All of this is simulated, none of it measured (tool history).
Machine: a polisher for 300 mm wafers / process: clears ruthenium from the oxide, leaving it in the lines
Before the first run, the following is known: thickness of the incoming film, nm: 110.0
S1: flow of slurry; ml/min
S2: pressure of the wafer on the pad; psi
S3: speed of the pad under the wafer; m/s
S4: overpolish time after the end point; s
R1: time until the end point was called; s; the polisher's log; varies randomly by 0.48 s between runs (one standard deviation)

run 1 hour=0.0 | S1=260 S2=2.0 S3=0.92 S4=3 | R1=98.521
run 2 hour=1.7 | S1=260 S2=2.2 S3=0.92 S4=3 | R1=91.146
run 3 hour=4.7 | S1=260 S2=2.2 S3=0.76 S4=3 | R1=103.760
run 4 hour=6.7 | S1=260 S2=1.7 S3=0.76 S4=3 | R1=132.080
run 5 hour=14.6 | S1=260 S2=2.1 S3=0.76 S4=3 | R1=109.840
run 6 hour=23.3 | S1=260 S2=2.1 S3=0.54 S4=3 | R1=140.140

Forecast run 7:
run 7 hour=29.7 | S1=280 S2=2.7 S3=0.80 S4=3 | R1=?

Run 7 measured R1 81.941 s.

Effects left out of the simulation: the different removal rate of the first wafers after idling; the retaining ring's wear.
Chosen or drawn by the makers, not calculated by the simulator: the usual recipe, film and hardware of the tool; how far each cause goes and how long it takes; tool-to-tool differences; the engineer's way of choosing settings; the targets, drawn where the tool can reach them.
